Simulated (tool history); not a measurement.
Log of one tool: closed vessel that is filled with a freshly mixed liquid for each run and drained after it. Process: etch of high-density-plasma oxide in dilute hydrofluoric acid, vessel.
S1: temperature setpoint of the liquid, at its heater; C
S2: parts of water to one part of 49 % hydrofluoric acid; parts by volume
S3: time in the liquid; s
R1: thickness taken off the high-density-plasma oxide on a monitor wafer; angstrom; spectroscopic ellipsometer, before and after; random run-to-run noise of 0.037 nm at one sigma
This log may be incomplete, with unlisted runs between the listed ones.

run	hour	S1	S2	S3	R1
1	0	21	140	70	21.287
2	1.7	23	130	70	25.301
3	2.4	24.5	120	70	29.276
4	7.8	24.5	120	45	18.864
5	11.8	24.5	95	50	27.258
6	18.5	25	80	50	32.996
7	19.1	25	75	50	36.268
8	23.3	25	70	50	38.788
9	30.9	25	65	50	42.477
10	32.3	25	70	50	39.52
11	39.5	25	65	50	42.575

What does the tool deliver on the next run?
12	45.5	25	70	50	?

R1: 38.578 angstrom
